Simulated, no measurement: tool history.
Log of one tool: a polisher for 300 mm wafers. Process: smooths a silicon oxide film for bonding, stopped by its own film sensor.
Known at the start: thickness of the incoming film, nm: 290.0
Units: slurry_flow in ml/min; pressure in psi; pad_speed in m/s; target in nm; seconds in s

run    day  slurry_flow  pressure  pad_speed  slurry_solids  target  seconds
  1  0.000          230       1.7       1.06            1.0     254   66.507
  2  0.338          230       1.9       1.08            1.0     254   59.843
  3  0.371          230       1.9       1.08            1.0     258   53.127
  4  0.479          230       1.7       1.08            1.0     258   59.409
  5  0.779          230       1.9       1.10            1.0     258   52.003
  6  1.042          230       2.2       1.10            1.0     258   45.565
  7  1.321          230       2.3       1.12            1.0     258   42.205
  8  1.646          230       2.4       1.12            1.0     258   41.592

Forecast run 9:
  9  1.738          230       2.5       1.14            1.0     258        ?

Run 9 gave seconds 38.508 s.

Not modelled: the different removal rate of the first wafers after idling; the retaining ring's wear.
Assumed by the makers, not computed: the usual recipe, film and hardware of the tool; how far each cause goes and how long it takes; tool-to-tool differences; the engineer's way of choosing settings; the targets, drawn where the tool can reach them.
